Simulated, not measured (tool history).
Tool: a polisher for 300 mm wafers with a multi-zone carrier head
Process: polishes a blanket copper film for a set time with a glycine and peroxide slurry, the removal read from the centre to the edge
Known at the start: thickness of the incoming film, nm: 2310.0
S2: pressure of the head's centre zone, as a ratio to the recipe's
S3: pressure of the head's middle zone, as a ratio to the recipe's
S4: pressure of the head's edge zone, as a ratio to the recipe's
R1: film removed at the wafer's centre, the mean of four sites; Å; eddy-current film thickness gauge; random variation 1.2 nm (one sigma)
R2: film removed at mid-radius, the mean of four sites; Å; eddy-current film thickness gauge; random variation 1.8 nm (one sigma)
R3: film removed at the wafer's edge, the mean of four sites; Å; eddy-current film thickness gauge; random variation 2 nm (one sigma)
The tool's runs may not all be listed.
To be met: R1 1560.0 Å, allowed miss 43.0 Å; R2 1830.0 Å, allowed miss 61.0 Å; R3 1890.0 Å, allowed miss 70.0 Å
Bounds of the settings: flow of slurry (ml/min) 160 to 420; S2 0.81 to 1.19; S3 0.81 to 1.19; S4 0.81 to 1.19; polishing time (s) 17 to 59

run 1 hour=0.0 | flow_of_slurry_(ml/min)=270 S2=1.00 S3=1.00 S4=1.00 polishing_time_(s)=38 | R1=2234.0 R2=2225.6 R3=2243.6
run 2 hour=1.4 | flow_of_slurry_(ml/min)=260 S2=0.95 S3=0.99 S4=0.99 polishing_time_(s)=37 | R1=2031.2 R2=2172.4 R3=2191.3
run 3 hour=8.1 | flow_of_slurry_(ml/min)=255 S2=0.92 S3=0.97 S4=0.97 polishing_time_(s)=36 | R1=1925.1 R2=2025.8 R3=2058.5
run 4 hour=14.8 | flow_of_slurry_(ml/min)=255 S2=0.96 S3=0.97 S4=0.97 polishing_time_(s)=36 | R1=1997.8 R2=1994.4 R3=2107.7
run 5 hour=19.4 | flow_of_slurry_(ml/min)=245 S2=0.92 S3=0.97 S4=0.96 polishing_time_(s)=35 | R1=1860.0 R2=1974.2 R3=2039.0
run 6 hour=21.0 | flow_of_slurry_(ml/min)=245 S2=0.92 S3=0.97 S4=1.03 polishing_time_(s)=35 | R1=1880.4 R2=1949.8 R3=2071.4
run 7 hour=27.7 | flow_of_slurry_(ml/min)=240 S2=0.89 S3=0.97 S4=1.02 polishing_time_(s)=35 | R1=1816.5 R2=1945.1 R3=2124.9
run 8 hour=32.5 | flow_of_slurry_(ml/min)=240 S2=0.87 S3=0.97 S4=0.99 polishing_time_(s)=35 | R1=1764.9 R2=1980.1 R3=2052.4
-- hour=41.4 worn pad replaced by a new one
run 9 hour=41.4 | flow_of_slurry_(ml/min)=235 S2=0.86 S3=0.96 S4=0.97 polishing_time_(s)=35 | R1=1853.9 R2=2092.0 R3=2182.6

Which of these 5 next moves meets every target?
run A hour=50.3 | flow_of_slurry_(ml/min)=240 S2=0.89 S3=0.92 S4=0.96 polishing_time_(s)=42 | R1=? R2=? R3=?
run B hour=50.3 | flow_of_slurry_(ml/min)=210 S2=0.82 S3=0.96 S4=0.94 polishing_time_(s)=31 | R1=? R2=? R3=?
run C hour=50.3 | flow_of_slurry_(ml/min)=230 S2=0.90 S3=0.95 S4=0.99 polishing_time_(s)=43 | R1=? R2=? R3=?
run D hour=50.3 | flow_of_slurry_(ml/min)=265 S2=0.91 S3=0.95 S4=0.96 polishing_time_(s)=39 | R1=? R2=? R3=?
run E hour=50.3 | flow_of_slurry_(ml/min)=170 S2=0.81 S3=0.86 S4=1.05 polishing_time_(s)=44 | R1=? R2=? R3=?

move=A R1=2320.8 R2=2447.4 R3=2613.6
move=B R1=1549.9 R2=1843.2 R3=1887.2
move=C R1=2390.5 R2=2561.0 R3=2702.7
move=D R1=2230.6 R2=2359.0 R3=2445.6
move=E R1=2102.2 R2=2319.5 R3=2762.9
A: further off than the last run
B: meets every target
C: further off than the last run
D: further off than the last run
E: further off than the last run
Answer: B

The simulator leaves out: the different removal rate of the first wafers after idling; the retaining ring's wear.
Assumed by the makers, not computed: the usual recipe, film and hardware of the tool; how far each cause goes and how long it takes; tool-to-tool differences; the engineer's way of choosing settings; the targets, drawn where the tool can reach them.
